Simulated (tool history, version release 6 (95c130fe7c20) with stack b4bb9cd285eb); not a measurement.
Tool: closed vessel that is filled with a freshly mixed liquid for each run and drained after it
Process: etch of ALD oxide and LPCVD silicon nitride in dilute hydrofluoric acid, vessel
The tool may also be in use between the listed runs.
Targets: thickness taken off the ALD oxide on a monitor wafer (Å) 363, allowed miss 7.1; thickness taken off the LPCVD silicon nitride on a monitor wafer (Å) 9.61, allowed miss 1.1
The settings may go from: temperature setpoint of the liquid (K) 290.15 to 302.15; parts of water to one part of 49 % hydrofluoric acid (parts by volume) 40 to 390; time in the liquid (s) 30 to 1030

| run | hour | temperature setpoint of the liquid (K) | parts of water to one part of 49 % hydrofluoric acid (parts by volume) | time in the liquid (s) | thickness taken off the ALD oxide on a monitor wafer (Å) | thickness taken off the LPCVD silicon nitride on a monitor wafer (Å) |
|---|---|---|---|---|---|---|
| 1 | 0 | 294.15 | 215 | 525 | 502.51 | 10.882 |
| 2 | 4.2 | 294.15 | 235 | 530 | 455.89 | 10.231 |
| 3 | 9.8 | 297.65 | 235 | 530 | 513.72 | 13.166 |
| 4 | 13 | 297.15 | 250 | 535 | 477.2 | 12.241 |
| 5 | 18.3 | 297.15 | 190 | 535 | 668.69 | 16.104 |
| 6 | 24.6 | 296.65 | 220 | 540 | 552.38 | 13.541 |
| 7 | 30.2 | 296.15 | 240 | 545 | 491.32 | 11.398 |
| 8 | 31.8 | 296.15 | 255 | 540 | 451.71 | 11.606 |
| 9 | 38.9 | 295.65 | 265 | 545 | 428.6 | 10.721 |
| 10 | 40.7 | 295.15 | 275 | 550 | 404.16 | 10.138 |
| 11 | 44 | 295.15 | 280 | 555 | 396.13 | 9.5828 |
| 12 | 48.4 | 295.15 | 285 | 555 | 387.03 | 9.8643 |

Which of these 4 next moves meets every target?
| A | 52.8 | 290.65 | 195 | 400 | ? | ? |
| B | 52.8 | 295.15 | 315 | 585 | ? | ? |
| C | 52.8 | 292.15 | 230 | 445 | ? | ? |
| D | 52.8 | 301.65 | 370 | 625 | ? | ? |

| move | thickness taken off the ALD oxide on a monitor wafer (Å) | thickness taken off the LPCVD silicon nitride on a monitor wafer (Å) |
|---|---|---|
| A | 376.87 | 7.5292 |
| B | 361.57 | 9.2602 |
| C | 364.85 | 7.8941 |
| D | 387.45 | 12.396 |
A: nearer than the last run, and not there yet
B: meets every target
C: brings the result that was furthest off to its target, and leaves another outside
D: as far off as the last run
Answer: B
